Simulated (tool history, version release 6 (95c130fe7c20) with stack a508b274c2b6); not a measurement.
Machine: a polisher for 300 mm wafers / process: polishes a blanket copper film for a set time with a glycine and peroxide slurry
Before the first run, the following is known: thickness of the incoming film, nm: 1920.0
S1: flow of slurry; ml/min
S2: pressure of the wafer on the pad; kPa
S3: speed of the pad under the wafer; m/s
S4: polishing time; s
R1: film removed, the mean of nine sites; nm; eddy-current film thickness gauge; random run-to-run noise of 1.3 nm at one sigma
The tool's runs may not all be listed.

Run 1, hour 0: S1 225 ml/min, S2 13.1 kPa, S3 0.9 m/s, S4 32 s. Result: R1 139.94 nm.
Run 2, hour 4.8: S1 225 ml/min, S2 13.1 kPa, S3 0.9 m/s, S4 32 s. Result: R1 140.32 nm.
Run 3, hour 10.1: S1 225 ml/min, S2 13.1 kPa, S3 1.06 m/s, S4 32 s. Result: R1 161.48 nm.
Run 4, hour 17: S1 230 ml/min, S2 13.1 kPa, S3 1.06 m/s, S4 32 s. Result: R1 157.94 nm.
Run 5, hour 22.9: S1 185 ml/min, S2 13.1 kPa, S3 1.06 m/s, S4 32 s. Result: R1 155.29 nm.
Run 6, hour 24.2: S1 140 ml/min, S2 13.1 kPa, S3 1.06 m/s, S4 32 s. Result: R1 149.99 nm.
Run 7, hour 24.9: S1 155 ml/min, S2 13.1 kPa, S3 1.06 m/s, S4 32 s. Result: R1 152.78 nm.

The next listed run, before its measurement:
Run 8, hour 30.8: S1 165 ml/min, S2 13.1 kPa, S3 1.06 m/s, S4 32 s. Result: R1 ?.

Run 8 gave R1 151.46 nm.
